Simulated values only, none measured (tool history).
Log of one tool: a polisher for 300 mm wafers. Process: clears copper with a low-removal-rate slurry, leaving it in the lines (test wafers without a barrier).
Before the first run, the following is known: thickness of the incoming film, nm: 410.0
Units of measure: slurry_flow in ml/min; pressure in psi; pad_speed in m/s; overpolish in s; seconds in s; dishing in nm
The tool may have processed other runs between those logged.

{"run": 1, "hour": 0.0, "slurry_flow": 255, "pressure": 2.9, "pad_speed": 1.34, "slurry_solids": 1.0, "overpolish": 23, "seconds": 88.656, "dishing": 50.864}
{"run": 2, "hour": 7.2, "slurry_flow": 255, "pressure": 2.5, "pad_speed": 1.34, "slurry_solids": 1.0, "overpolish": 23, "seconds": 101.82, "dishing": 47.028}
{"run": 3, "hour": 9.2, "slurry_flow": 255, "pressure": 3.0, "pad_speed": 1.36, "slurry_solids": 1.0, "overpolish": 23, "seconds": 83.695, "dishing": 53.399}
{"run": 4, "hour": 16.2, "slurry_flow": 255, "pressure": 3.4, "pad_speed": 1.36, "slurry_solids": 1.0, "overpolish": 23, "seconds": 75.427, "dishing": 55.413}
{"run": 5, "hour": 22.3, "slurry_flow": 205, "pressure": 3.4, "pad_speed": 1.36, "slurry_solids": 1.0, "overpolish": 23, "seconds": 76.583, "dishing": 55.226}
{"run": 6, "hour": 28.4, "slurry_flow": 205, "pressure": 3.4, "pad_speed": 1.36, "slurry_solids": 1.2, "overpolish": 23, "seconds": 74.449, "dishing": 55.297}
{"run": 7, "hour": 32.9, "slurry_flow": 205, "pressure": 3.7, "pad_speed": 1.36, "slurry_solids": 1.2, "overpolish": 24, "seconds": 67.896, "dishing": 59.505}
{"run": 8, "hour": 33.5, "slurry_flow": 205, "pressure": 4.5, "pad_speed": 1.38, "slurry_solids": 1.2, "overpolish": 26, "seconds": 55.565, "dishing": 68.432}

What does the tool deliver on the next run?
{"run": 9, "hour": 39.0, "slurry_flow": 205, "pressure": 4.5, "pad_speed": 1.4, "slurry_solids": 1.2, "overpolish": 26, "seconds": "?", "dishing": "?"}

seconds: 54.150 s
dishing: 68.481 nm

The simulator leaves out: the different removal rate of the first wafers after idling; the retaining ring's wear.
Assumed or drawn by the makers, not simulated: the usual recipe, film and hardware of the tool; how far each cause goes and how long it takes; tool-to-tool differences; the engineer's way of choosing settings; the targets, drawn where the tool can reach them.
